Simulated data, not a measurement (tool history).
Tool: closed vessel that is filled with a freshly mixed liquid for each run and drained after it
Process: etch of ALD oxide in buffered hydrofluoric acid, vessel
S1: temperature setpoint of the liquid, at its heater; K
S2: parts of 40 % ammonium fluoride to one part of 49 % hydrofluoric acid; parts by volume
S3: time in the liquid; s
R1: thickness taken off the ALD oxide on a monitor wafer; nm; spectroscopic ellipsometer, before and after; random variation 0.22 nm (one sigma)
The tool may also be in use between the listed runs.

run	hour	S1	S2	S3	R1
1	0	295.15	20	35	41.024
2	4.4	294.15	21.5	35	36.78
3	5.1	293.15	23	35	33.378
4	13.3	295.15	23	35	37.201
5	15.6	295.15	26	35	34.188
6	23.5	294.15	26.5	35	32.074
7	25.8	293.15	27	35	29.968
8	29.8	292.65	27.5	35	28.396
9	36.1	292.15	28	35	27.319
10	39	291.65	28	35	26.58
11	45.5	291.15	28	35	25.796

The next listed run, before its measurement:
12	54.4	290.65	28.5	35	?

{"run 12": {"R1": 24.662}}
